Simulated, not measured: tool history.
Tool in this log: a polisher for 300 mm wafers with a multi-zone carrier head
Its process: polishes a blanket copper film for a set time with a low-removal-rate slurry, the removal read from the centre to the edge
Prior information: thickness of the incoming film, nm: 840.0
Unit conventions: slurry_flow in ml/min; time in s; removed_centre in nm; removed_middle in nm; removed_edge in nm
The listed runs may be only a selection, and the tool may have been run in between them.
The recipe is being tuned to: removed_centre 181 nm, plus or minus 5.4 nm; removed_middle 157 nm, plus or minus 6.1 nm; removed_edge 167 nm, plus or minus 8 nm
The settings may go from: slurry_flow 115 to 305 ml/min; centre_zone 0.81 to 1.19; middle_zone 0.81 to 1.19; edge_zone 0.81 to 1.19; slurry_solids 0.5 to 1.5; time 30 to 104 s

run,hour,slurry_flow,centre_zone,middle_zone,edge_zone,slurry_solids,time,removed_centre,removed_middle,removed_edge
1,0,195,1,1,1,1,67,224.55,230.71,234.81
2,4.2,195,1,1,1,1,80,270.56,279.62,278.29
3,7.4,225,1,1,1,1,80,268.97,279.6,278.79
4,10.5,225,1,1,1,0.9,80,264.77,275.84,281.68
5,15.6,215,1.04,0.98,0.95,0.8,70,236.38,229.44,232.22
6,20.9,210,1.04,0.95,0.91,0.7,65,215.81,204.82,212.66
7,23,205,1.06,0.94,0.89,0.65,61,203.81,186.32,191.33
8,28.2,190,1.06,0.92,0.87,0.6,60,196.14,185.22,181.66
9,29.2,195,1.07,0.9,0.88,0.55,58,191.8,169.23,180.07
10,31.5,185,1.07,0.88,0.87,0.55,57,183.85,164.84,173.51

Pick the move, out of 4, that brings all results within their allowed miss; only one does.
A,33.8,160,1.13,0.9,0.9,0.65,54,?,?,?
B,33.8,165,1.01,0.92,0.83,0.5,60,?,?,?
C,33.8,305,1.15,0.82,1.03,0.5,56,?,?,?
D,33.8,170,1.09,0.94,0.81,0.55,58,?,?,?

move,removed_centre,removed_middle,removed_edge
A,181.16,160.21,166.59
B,182.35,177.2,174.16
C,198.17,159.33,187.97
D,187.95,176.52,168.44
A: every result lands within tolerance
B: misses by more than the last run did
C: gets the furthest-off result to its target, but another result is out of tolerance
D: misses by more than the last run did
The move that meets every target is A.
